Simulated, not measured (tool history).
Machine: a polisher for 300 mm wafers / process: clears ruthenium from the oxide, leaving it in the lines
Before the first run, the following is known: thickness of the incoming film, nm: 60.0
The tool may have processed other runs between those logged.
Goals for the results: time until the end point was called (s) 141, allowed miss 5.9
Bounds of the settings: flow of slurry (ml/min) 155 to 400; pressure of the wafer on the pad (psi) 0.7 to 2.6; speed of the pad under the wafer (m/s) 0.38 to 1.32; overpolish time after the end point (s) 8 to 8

run,hour,flow of slurry (ml/min),pressure of the wafer on the pad (psi),speed of the pad under the wafer (m/s),overpolish time after the end point (s),time until the end point was called (s)
1,0,255,1.6,0.84,8,87.522
2,1.8,255,1.4,0.84,8,101.48
3,6.8,255,1.3,0.84,8,107.03
4,11.2,310,1.3,0.84,8,104.11
5,14,310,1.6,0.84,8,88.935
6,17.7,265,1.6,0.84,8,90.92
7,26.4,265,1.4,0.84,8,100.97
8,31.5,265,1.3,0.84,8,105.94
9,33.9,265,1.2,0.84,8,114.94
10,35.5,265,1.2,0.84,8,116.48
11,42.6,265,1.1,0.84,8,125.06

Consider the 4 candidate settings below. Which is the only one whose results all fall within their allowed miss of target?
A,49.7,275,1.4,0.76,8,?
B,49.7,280,0.7,1.28,8,?
C,49.7,270,1.1,0.82,8,?
D,49.7,295,1,0.8,8,?

move,time until the end point was called (s)
A,110.42
B,122.78
C,128.02
D,141.5
A: moves away from the targets compared with the last run
B: moves away from the targets compared with the last run
C: better than the last run, though not everything is in spec
D: all results in spec
Go with D: it meets all targets.
